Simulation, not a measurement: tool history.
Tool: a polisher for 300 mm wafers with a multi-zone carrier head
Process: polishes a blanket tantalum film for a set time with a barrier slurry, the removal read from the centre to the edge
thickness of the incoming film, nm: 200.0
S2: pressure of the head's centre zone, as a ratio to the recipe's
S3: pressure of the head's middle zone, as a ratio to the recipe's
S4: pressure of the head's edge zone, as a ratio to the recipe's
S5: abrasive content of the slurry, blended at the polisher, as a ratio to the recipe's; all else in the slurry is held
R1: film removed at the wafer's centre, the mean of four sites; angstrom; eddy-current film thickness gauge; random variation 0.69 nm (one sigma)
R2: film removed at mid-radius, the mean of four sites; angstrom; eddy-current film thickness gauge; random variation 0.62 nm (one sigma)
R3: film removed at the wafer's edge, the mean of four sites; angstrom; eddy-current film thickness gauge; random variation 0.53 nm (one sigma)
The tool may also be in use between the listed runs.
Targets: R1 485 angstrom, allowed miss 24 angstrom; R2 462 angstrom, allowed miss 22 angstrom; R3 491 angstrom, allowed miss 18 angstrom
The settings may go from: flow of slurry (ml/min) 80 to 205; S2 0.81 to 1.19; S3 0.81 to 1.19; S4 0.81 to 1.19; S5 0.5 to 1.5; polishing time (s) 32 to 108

run 1 day=0 | flow_of_slurry_(ml/min)=135 S2=1 S3=1 S4=1 S5=1 polishing_time_(s)=70 | R1=564.31 R2=578.87 R3=586.69
run 2 day=0.1 | flow_of_slurry_(ml/min)=135 S2=1.05 S3=1 S4=1 S5=1 polishing_time_(s)=70 | R1=588.59 R2=581.71 R3=592.34
run 3 day=0.179 | flow_of_slurry_(ml/min)=135 S2=0.99 S3=1 S4=1 S5=1 polishing_time_(s)=70 | R1=550.06 R2=595.49 R3=578.27
run 4 day=0.417 | flow_of_slurry_(ml/min)=135 S2=0.99 S3=0.91 S4=1 S5=1 polishing_time_(s)=70 | R1=550.49 R2=557.28 R3=586.96
run 5 day=0.608 | flow_of_slurry_(ml/min)=135 S2=0.99 S3=0.86 S4=1 S5=1 polishing_time_(s)=70 | R1=550.03 R2=524.84 R3=591.95
run 6 day=0.762 | flow_of_slurry_(ml/min)=135 S2=1.05 S3=0.86 S4=1 S5=1 polishing_time_(s)=70 | R1=579.32 R2=518.62 R3=587.68
run 7 day=0.979 | flow_of_slurry_(ml/min)=130 S2=1.04 S3=0.86 S4=0.98 S5=0.95 polishing_time_(s)=70 | R1=576.29 R2=515.07 R3=576.9
run 8 day=1.204 | flow_of_slurry_(ml/min)=130 S2=1.03 S3=0.86 S4=0.97 S5=0.9 polishing_time_(s)=69 | R1=571.11 R2=500.95 R3=558.31
run 9 day=1.571 | flow_of_slurry_(ml/min)=125 S2=1.01 S3=0.86 S4=0.97 S5=0.85 polishing_time_(s)=68 | R1=535.85 R2=472.97 R3=549.09

Which of these 5 next moves meets every target?
run A day=1.938 | flow_of_slurry_(ml/min)=110 S2=1.03 S3=0.94 S4=0.95 S5=0.5 polishing_time_(s)=73 | R1=? R2=? R3=?
run B day=1.938 | flow_of_slurry_(ml/min)=125 S2=0.89 S3=0.99 S4=0.96 S5=1.05 polishing_time_(s)=59 | R1=? R2=? R3=?
run C day=1.938 | flow_of_slurry_(ml/min)=150 S2=0.97 S3=0.98 S4=0.95 S5=1.05 polishing_time_(s)=54 | R1=? R2=? R3=?
run D day=1.938 | flow_of_slurry_(ml/min)=130 S2=0.85 S3=0.91 S4=1.11 S5=0.8 polishing_time_(s)=63 | R1=? R2=? R3=?
run E day=1.938 | flow_of_slurry_(ml/min)=120 S2=1.09 S3=0.82 S4=1.05 S5=0.9 polishing_time_(s)=59 | R1=? R2=? R3=?

move=A R1=477.31 R2=470.5 R3=488.68
move=B R1=423.85 R2=489.29 R3=485.24
move=C R1=432.87 R2=459.6 R3=453
move=D R1=412.75 R2=462.11 R3=524.36
move=E R1=478.66 R2=403.33 R3=486.64
A: meets every target
B: brings the result that was furthest off to its target, and leaves another outside
C: takes the result that was furthest off past its target
D: nearer than the last run, and not there yet
E: brings the result that was furthest off to its target, and leaves another outside
The right move is A.
